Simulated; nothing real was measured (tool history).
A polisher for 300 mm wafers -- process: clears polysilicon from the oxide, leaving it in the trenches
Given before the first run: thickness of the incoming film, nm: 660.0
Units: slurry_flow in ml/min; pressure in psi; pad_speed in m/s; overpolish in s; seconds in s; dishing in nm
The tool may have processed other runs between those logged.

run	hour	slurry_flow	pressure	pad_speed	overpolish	seconds	dishing
1	0.0	240	2.3	1.26	13	52.301	65.433
2	3.1	240	2.2	1.26	13	54.025	63.626
3	4.0	240	2.1	1.26	14	55.774	65.030
4	5.0	240	2.0	1.26	14	58.110	62.817
5	12.2	240	2.3	1.26	14	51.341	61.700
6	13.3	240	2.7	1.26	14	46.746	69.180
7	15.9	235	2.1	1.12	20	62.484	66.393
8	19.9	235	2.0	1.12	19	64.326	67.197

Run 9 is up next; what results do you expect?
9	24.9	235	2.0	1.12	18	?	?

{"run 9": {"seconds": 64.119, "dishing": 64.237}}
